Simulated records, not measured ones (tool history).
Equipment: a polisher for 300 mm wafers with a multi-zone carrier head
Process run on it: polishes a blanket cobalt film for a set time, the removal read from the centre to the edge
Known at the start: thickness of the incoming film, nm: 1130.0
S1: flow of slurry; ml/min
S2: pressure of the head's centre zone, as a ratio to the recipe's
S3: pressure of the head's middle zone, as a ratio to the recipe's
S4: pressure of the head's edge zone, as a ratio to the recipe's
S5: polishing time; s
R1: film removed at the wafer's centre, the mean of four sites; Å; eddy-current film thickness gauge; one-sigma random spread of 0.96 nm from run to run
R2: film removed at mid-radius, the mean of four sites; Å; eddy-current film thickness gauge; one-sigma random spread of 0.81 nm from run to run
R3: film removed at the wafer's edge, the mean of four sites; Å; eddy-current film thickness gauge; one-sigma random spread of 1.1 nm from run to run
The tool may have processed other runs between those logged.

run	hour	S1	S2	S3	S4	S5	R1	R2	R3
1	0	310	1	1	1	59	1384.1	1426.9	1401.6
2	9	310	1	1.08	1	59	1382.8	1528.6	1381.3
3	15.7	355	1	1.08	1	59	1421.7	1542.3	1410.8
4	16.9	345	1	1.06	0.98	59	1398.9	1530.5	1413.4
5	19.7	410	1	1.06	0.98	59	1402.5	1536.2	1431.6
6	25.8	410	1	1.06	0.93	59	1411.4	1540.9	1386.6
7	33.8	320	0.93	0.96	0.84	57	1266.5	1338.1	1260.2
8	35.5	315	0.93	0.95	0.84	57	1257.6	1331.5	1241.8
9	41.8	315	0.93	0.94	0.84	57	1253.2	1318.7	1240.2

Run 10 has not been measured yet. What should we expect?
10	47.4	315	0.93	0.93	0.85	57	?	?	?

Run 10 measured R1 1237.6 Å, R2 1301.3 Å, R3 1264.7 Å.
